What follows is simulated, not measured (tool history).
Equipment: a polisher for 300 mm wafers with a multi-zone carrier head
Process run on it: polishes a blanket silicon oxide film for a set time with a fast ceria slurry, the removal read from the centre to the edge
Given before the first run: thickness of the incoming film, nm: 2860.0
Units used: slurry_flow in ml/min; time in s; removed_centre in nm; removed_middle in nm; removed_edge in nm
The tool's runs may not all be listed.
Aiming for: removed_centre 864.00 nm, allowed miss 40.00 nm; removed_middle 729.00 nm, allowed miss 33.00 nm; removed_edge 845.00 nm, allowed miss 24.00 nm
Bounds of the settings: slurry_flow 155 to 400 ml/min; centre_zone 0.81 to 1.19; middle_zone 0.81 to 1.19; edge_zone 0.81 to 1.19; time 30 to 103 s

run 1 hour=0.0 | slurry_flow=255 centre_zone=1.00 middle_zone=1.00 edge_zone=1.00 time=66 | removed_centre=1164.50 removed_middle=1143.60 removed_edge=1178.00
run 2 hour=8.3 | slurry_flow=255 centre_zone=1.00 middle_zone=1.00 edge_zone=1.00 time=75 | removed_centre=1270.70 removed_middle=1292.70 removed_edge=1340.90
run 3 hour=13.9 | slurry_flow=195 centre_zone=1.00 middle_zone=1.00 edge_zone=1.00 time=75 | removed_centre=1260.80 removed_middle=1251.70 removed_edge=1306.60
run 4 hour=15.8 | slurry_flow=195 centre_zone=1.00 middle_zone=1.00 edge_zone=1.07 time=75 | removed_centre=1256.30 removed_middle=1268.50 removed_edge=1359.40
run 5 hour=18.9 | slurry_flow=245 centre_zone=1.00 middle_zone=1.00 edge_zone=1.07 time=75 | removed_centre=1272.00 removed_middle=1298.80 removed_edge=1379.90
run 6 hour=24.5 | slurry_flow=245 centre_zone=1.00 middle_zone=1.00 edge_zone=1.07 time=66 | removed_centre=1140.90 removed_middle=1124.20 removed_edge=1215.60
run 7 hour=26.1 | slurry_flow=230 centre_zone=0.99 middle_zone=0.90 edge_zone=0.97 time=48 | removed_centre=811.47 removed_middle=763.65 removed_edge=857.29
run 8 hour=31.7 | slurry_flow=230 centre_zone=1.00 middle_zone=0.90 edge_zone=0.97 time=48 | removed_centre=840.48 removed_middle=764.22 removed_edge=850.00

Below are 5 possible settings for the next run. Only one of them brings all results inside the allowed miss of their targets. Which is it?
run A hour=37.3 | slurry_flow=290 centre_zone=1.17 middle_zone=0.99 edge_zone=0.86 time=47 | removed_centre=? removed_middle=? removed_edge=?
run B hour=37.3 | slurry_flow=230 centre_zone=1.06 middle_zone=0.85 edge_zone=1.01 time=47 | removed_centre=? removed_middle=? removed_edge=?
run C hour=37.3 | slurry_flow=240 centre_zone=0.99 middle_zone=0.91 edge_zone=0.98 time=49 | removed_centre=? removed_middle=? removed_edge=?
run D hour=37.3 | slurry_flow=235 centre_zone=0.95 middle_zone=0.94 edge_zone=1.01 time=49 | removed_centre=? removed_middle=? removed_edge=?
run E hour=37.3 | slurry_flow=215 centre_zone=1.00 middle_zone=0.87 edge_zone=0.99 time=51 | removed_centre=? removed_middle=? removed_edge=?

move=A removed_centre=967.71 removed_middle=803.32 removed_edge=801.18
move=B removed_centre=856.80 removed_middle=711.30 removed_edge=844.02
move=C removed_centre=837.58 removed_middle=779.14 removed_edge=870.70
move=D removed_centre=801.98 removed_middle=795.10 removed_edge=880.32
move=E removed_centre=870.96 removed_middle=779.34 removed_edge=903.89
A: the biggest miss grows against the last run
B: every result lands within tolerance
C: the biggest miss grows against the last run
D: the biggest miss grows against the last run
E: the biggest miss grows against the last run
The right move is B.

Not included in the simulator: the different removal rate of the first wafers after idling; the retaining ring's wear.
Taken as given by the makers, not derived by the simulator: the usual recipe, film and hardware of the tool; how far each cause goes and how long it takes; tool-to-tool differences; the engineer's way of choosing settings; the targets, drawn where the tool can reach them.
